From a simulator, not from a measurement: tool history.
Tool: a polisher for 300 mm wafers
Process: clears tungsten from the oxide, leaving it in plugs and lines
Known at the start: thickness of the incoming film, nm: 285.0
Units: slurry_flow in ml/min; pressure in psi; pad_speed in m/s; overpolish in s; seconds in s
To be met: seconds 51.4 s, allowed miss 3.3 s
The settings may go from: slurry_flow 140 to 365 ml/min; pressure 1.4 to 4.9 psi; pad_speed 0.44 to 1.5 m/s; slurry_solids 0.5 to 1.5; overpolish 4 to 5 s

{"run": 1, "hour": 0.0, "slurry_flow": 235, "pressure": 3.1, "pad_speed": 0.96, "slurry_solids": 1, "overpolish": 5, "seconds": 70.505}
{"run": 2, "hour": 8.1, "slurry_flow": 235, "pressure": 3.1, "pad_speed": 0.86, "slurry_solids": 1, "overpolish": 5, "seconds": 81.978}
{"run": 3, "hour": 11.3, "slurry_flow": 235, "pressure": 3.3, "pad_speed": 0.86, "slurry_solids": 1, "overpolish": 5, "seconds": 72.737}
{"run": 4, "hour": 16.5, "slurry_flow": 235, "pressure": 3.4, "pad_speed": 0.86, "slurry_solids": 1, "overpolish": 5, "seconds": 73.103}
{"run": 5, "hour": 23.6, "slurry_flow": 195, "pressure": 3.4, "pad_speed": 0.86, "slurry_solids": 1, "overpolish": 5, "seconds": 74.702}
{"run": 6, "hour": 27.9, "slurry_flow": 195, "pressure": 4.1, "pad_speed": 0.86, "slurry_solids": 1, "overpolish": 5, "seconds": 64.284}
{"hour": 35.4, "done": "head pressure recalibrated"}
{"run": 7, "hour": 35.4, "slurry_flow": 195, "pressure": 4.2, "pad_speed": 0.86, "slurry_solids": 1, "overpolish": 5, "seconds": 65.764}
{"run": 8, "hour": 44.1, "slurry_flow": 195, "pressure": 4.2, "pad_speed": 0.86, "slurry_solids": 1, "overpolish": 5, "seconds": 66.617}

5 next moves are on the table. One of them brings every result within its allowed miss. Which?
{"run": "A", "hour": 52.8, "slurry_flow": 225, "pressure": 4.5, "pad_speed": 1.02, "slurry_solids": 1.1, "overpolish": 5, "seconds": "?"}
{"run": "B", "hour": 52.8, "slurry_flow": 190, "pressure": 3.8, "pad_speed": 0.76, "slurry_solids": 1, "overpolish": 5, "seconds": "?"}
{"run": "C", "hour": 52.8, "slurry_flow": 255, "pressure": 3.2, "pad_speed": 0.82, "slurry_solids": 0.85, "overpolish": 4, "seconds": "?"}
{"run": "D", "hour": 52.8, "slurry_flow": 220, "pressure": 4.6, "pad_speed": 1.18, "slurry_solids": 0.95, "overpolish": 5, "seconds": "?"}
{"run": "E", "hour": 52.8, "slurry_flow": 140, "pressure": 3.2, "pad_speed": 0.94, "slurry_solids": 1.25, "overpolish": 4, "seconds": "?"}

move=A seconds=50.669
move=B seconds=82.848
move=C seconds=90.016
move=D seconds=44.324
move=E seconds=81.126
A: meets every target
B: further off than the last run
C: further off than the last run
D: takes the result that was furthest off past its target
E: further off than the last run
The right move is A.
